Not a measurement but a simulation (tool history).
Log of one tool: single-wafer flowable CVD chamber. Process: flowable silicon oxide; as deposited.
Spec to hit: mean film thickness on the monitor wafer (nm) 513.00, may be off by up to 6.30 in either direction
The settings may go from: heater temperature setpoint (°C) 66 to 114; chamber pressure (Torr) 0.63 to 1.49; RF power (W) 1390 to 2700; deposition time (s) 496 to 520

| run | hour | heater temperature setpoint (°C) | chamber pressure (Torr) | RF power (W) | deposition time (s) | mean film thickness on the monitor wafer (nm) |
|---|---|---|---|---|---|---|
| 1 | 0.0 | 90 | 1.06 | 2045 | 520 | 635.92 |
| 2 | 6.1 | 90 | 1.06 | 2340 | 520 | 646.94 |
| 3 | 14.9 | 90 | 0.96 | 2340 | 520 | 598.01 |
| 4 | 20.9 | 99 | 0.96 | 2340 | 520 | 427.82 |
| 5 | 22.4 | 99 | 0.96 | 2340 | 520 | 429.56 |
| 6 | 28.6 | 98 | 0.96 | 2340 | 520 | 444.23 |
| 7 | 33.9 | 96 | 0.96 | 2340 | 520 | 480.17 |
| 8 | 35.6 | 95 | 0.96 | 2340 | 520 | 498.92 |

Exercise: of the 5 proposed moves below, exactly one satisfies all targets within the stated allowed misses. Which move is it?
| A | 37.3 | 93 | 0.97 | 1760 | 511 | ? |
| B | 37.3 | 95 | 1.02 | 2540 | 503 | ? |
| C | 37.3 | 96 | 1.07 | 2405 | 520 | ? |
| D | 37.3 | 85 | 0.71 | 2020 | 496 | ? |
| E | 37.3 | 93 | 0.91 | 2205 | 496 | ? |

| move | mean film thickness on the monitor wafer (nm) |
|---|---|
| A | 494.56 |
| B | 510.07 |
| C | 521.88 |
| D | 526.08 |
| E | 485.02 |
A: the biggest miss grows against the last run
B: meets every target
C: takes the biggest miss from the last run beyond its target
D: takes the biggest miss from the last run beyond its target
E: the biggest miss grows against the last run
The move that meets every target is B.
